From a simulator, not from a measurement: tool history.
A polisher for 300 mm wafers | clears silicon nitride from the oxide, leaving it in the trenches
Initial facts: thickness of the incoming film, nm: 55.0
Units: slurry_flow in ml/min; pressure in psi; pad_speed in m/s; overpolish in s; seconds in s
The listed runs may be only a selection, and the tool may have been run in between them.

run,hour,slurry_flow,pressure,pad_speed,overpolish,seconds
1,0.0,305,2.3,1.06,38,72.753
2,7.9,305,2.3,0.82,38,90.748
3,11.3,310,2.6,0.92,38,73.218
4,17.3,310,2.8,1.02,38,61.659
5,22.5,310,3.0,1.02,38,56.848
# hour 24.9: worn pad replaced by a new one
6,24.9,310,3.0,1.16,38,47.385
7,31.5,310,3.1,1.18,38,44.287

The next listed run, before its measurement:
8,34.3,310,3.2,1.20,38,?

{"run 8": {"seconds": 42.333}}
